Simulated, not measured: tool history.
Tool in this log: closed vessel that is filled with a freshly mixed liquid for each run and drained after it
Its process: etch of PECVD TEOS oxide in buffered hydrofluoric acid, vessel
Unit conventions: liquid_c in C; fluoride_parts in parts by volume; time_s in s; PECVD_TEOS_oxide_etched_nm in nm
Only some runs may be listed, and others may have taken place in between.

run  hour  liquid_c  fluoride_parts  time_s  PECVD_TEOS_oxide_etched_nm
  1   0.0      23.0            23.5      95                      62.488
  2   1.4      19.5            23.5      95                      51.660
  3   4.8      19.5            23.5      95                      51.214
  4   7.9      19.5            18.0      95                      63.730
  5  14.2      23.5            16.0      95                      89.901
  6  22.5      26.0            15.5      95                     105.190

Run 7, settings as shown, results not yet in. Your forecast:
  7  23.6      27.5            15.0      95                           ?

{"run 7": {"PECVD_TEOS_oxide_etched_nm": 118.06}}

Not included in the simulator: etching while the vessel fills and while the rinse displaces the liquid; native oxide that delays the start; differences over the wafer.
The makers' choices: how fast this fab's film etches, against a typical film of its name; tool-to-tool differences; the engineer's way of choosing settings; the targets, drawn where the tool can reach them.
